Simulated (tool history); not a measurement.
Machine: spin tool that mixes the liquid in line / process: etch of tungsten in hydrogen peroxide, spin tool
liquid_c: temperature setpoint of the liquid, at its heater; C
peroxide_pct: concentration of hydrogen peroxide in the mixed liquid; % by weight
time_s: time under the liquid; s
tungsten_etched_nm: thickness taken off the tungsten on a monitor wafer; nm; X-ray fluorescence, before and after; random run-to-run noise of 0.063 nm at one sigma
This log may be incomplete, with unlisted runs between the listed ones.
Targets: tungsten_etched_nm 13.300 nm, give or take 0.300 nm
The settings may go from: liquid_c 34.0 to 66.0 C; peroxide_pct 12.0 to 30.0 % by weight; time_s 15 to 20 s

run    day  liquid_c  peroxide_pct  time_s  tungsten_etched_nm
  1  0.000      50.0          21.5      20              17.725
  2  0.267      50.0          24.5      20              18.912
  3  0.317      50.0          24.5      20              19.003
  4  0.433      50.0          29.0      20              20.570
  5  0.654      48.0          29.0      20              18.159
  6  0.717      45.5          29.0      20              15.587
  7  0.754      44.5          29.0      20              14.596
  8  1.042      44.0          29.0      20              14.184
  9  1.400      43.5          29.0      20              13.711

4 candidate next runs follow, results not yet known. Just one meets every target within its allowed miss. Identify it.
  A  1.758      44.0          29.5      20                   ?
  B  1.758      43.0          29.0      20                   ?
  C  1.758      43.5          30.0      20                   ?
  D  1.758      44.0          29.0      20                   ?

move  tungsten_etched_nm
   A              14.200
   B              13.211
   C              13.872
   D              14.079
A: the biggest miss grows against the last run
B: hits every target within its allowed miss
C: the biggest miss grows against the last run
D: the biggest miss grows against the last run
B meets every target.

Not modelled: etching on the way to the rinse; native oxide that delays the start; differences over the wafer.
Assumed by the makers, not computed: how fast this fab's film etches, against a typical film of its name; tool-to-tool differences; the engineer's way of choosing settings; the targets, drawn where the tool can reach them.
